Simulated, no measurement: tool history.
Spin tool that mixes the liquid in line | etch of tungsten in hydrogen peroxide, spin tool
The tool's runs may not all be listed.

run	day	temperature setpoint of the liquid (K)	concentration of hydrogen peroxide in the mixed liquid (% by weight)	time under the liquid (s)	thickness taken off the tungsten on a monitor wafer (angstrom)
1	0	321.15	15.5	20	131.04
2	0.067	314.15	15.5	20	84.688
3	0.442	319.15	15.5	20	116.48
4	0.621	322.65	15.5	20	144.71
5	0.788	322.65	13	20	131.49
6	0.892	327.65	13	20	176.46
7	1.058	329.15	13	20	195.33
8	1.288	330.15	13	20	206
9	1.388	331.15	13	20	217.69
10	1.654	331.65	13	20	226.62

Forecast run 11:
11	1.762	332.15	13	20	?

thickness taken off the tungsten on a monitor wafer (angstrom): 232
